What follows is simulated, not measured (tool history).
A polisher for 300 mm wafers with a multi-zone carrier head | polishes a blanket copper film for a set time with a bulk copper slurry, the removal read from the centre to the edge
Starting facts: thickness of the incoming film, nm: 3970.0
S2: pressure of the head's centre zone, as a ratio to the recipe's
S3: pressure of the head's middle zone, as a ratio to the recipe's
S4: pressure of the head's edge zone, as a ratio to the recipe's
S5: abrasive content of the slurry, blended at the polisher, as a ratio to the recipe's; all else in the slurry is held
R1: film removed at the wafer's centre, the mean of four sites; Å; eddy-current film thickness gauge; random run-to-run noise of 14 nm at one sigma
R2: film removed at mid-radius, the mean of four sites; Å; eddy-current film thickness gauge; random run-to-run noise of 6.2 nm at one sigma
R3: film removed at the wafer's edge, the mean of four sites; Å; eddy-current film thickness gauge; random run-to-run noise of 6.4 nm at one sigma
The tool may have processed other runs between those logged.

{"run": 1, "hour": 0.0, "flow of slurry (ml/min)": 210, "S2": 1, "S3": 1, "S4": 1, "S5": 1, "polishing time (s)": 69, "R1": 7602.2, "R2": 7482.8, "R3": 7738.2}
{"run": 2, "hour": 8.8, "flow of slurry (ml/min)": 220, "S2": 1.02, "S3": 0.99, "S4": 1.02, "S5": 1.05, "polishing time (s)": 69, "R1": 7965.1, "R2": 7681.7, "R3": 7967.4}
{"run": 3, "hour": 13.1, "flow of slurry (ml/min)": 225, "S2": 1.04, "S3": 0.97, "S4": 1.04, "S5": 1.1, "polishing time (s)": 69, "R1": 8303.7, "R2": 7619.3, "R3": 8153.1}
{"run": 4, "hour": 16.8, "flow of slurry (ml/min)": 225, "S2": 1.1, "S3": 0.97, "S4": 1.04, "S5": 1.1, "polishing time (s)": 69, "R1": 8667.8, "R2": 7608.5, "R3": 8017.6}
{"run": 5, "hour": 22.7, "flow of slurry (ml/min)": 225, "S2": 1.1, "S3": 0.97, "S4": 1.04, "S5": 1.1, "polishing time (s)": 60, "R1": 7664.5, "R2": 6658.3, "R3": 7007.3}
{"run": 6, "hour": 24.3, "flow of slurry (ml/min)": 225, "S2": 1.1, "S3": 0.97, "S4": 0.96, "S5": 1.1, "polishing time (s)": 60, "R1": 7329.5, "R2": 6579.2, "R3": 6768.1}

Forecast run 7:
{"run": 7, "hour": 30.1, "flow of slurry (ml/min)": 230, "S2": 1.1, "S3": 0.96, "S4": 0.99, "S5": 1.15, "polishing time (s)": 61, "R1": "?", "R2": "?", "R3": "?"}

R1: 7767.9 Å
R2: 6709.4 Å
R3: 7020 Å

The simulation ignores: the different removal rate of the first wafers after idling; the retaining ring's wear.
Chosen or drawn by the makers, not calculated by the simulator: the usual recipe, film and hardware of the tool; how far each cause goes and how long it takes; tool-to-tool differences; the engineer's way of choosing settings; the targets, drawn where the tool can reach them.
